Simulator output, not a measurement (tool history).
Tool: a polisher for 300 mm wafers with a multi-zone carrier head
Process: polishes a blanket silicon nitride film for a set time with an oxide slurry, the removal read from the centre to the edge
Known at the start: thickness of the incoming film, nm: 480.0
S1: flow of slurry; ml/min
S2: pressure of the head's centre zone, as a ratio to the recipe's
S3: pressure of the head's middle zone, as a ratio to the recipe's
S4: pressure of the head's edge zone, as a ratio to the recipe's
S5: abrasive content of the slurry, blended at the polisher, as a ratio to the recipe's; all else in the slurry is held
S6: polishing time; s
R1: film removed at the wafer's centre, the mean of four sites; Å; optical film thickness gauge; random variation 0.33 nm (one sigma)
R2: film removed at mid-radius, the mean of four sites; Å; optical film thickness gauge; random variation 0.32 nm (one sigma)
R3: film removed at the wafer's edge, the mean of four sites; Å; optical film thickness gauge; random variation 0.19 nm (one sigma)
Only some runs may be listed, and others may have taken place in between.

run 1 hour=0.0 | S1=275 S2=1.00 S3=1.00 S4=1.00 S5=1.00 S6=59 | R1=328.39 R2=333.40 R3=339.13
run 2 hour=0.9 | S1=275 S2=1.00 S3=1.00 S4=1.00 S5=1.20 S6=59 | R1=340.53 R2=342.23 R3=361.13
run 3 hour=9.8 | S1=270 S2=1.00 S3=0.96 S4=1.00 S5=1.10 S6=58 | R1=338.25 R2=321.47 R3=347.49
run 4 hour=14.5 | S1=265 S2=0.98 S3=0.93 S4=1.00 S5=1.00 S6=57 | R1=307.95 R2=297.92 R3=328.51
run 5 hour=18.1 | S1=260 S2=0.98 S3=0.91 S4=0.98 S5=0.95 S6=57 | R1=296.87 R2=286.01 R3=317.53
run 6 hour=20.9 | S1=260 S2=0.98 S3=0.91 S4=0.98 S5=0.95 S6=70 | R1=365.39 R2=354.60 R3=387.28
run 7 hour=26.4 | S1=255 S2=0.99 S3=0.89 S4=0.97 S5=0.85 S6=68 | R1=347.75 R2=322.68 R3=361.77

Run 8 comes next. What will it give?
run 8 hour=29.9 | S1=255 S2=0.99 S3=0.88 S4=0.95 S5=0.80 S6=67 | R1=? R2=? R3=?

{"run 8": {"R1": 333.2, "R2": 314.33, "R3": 350.16}}
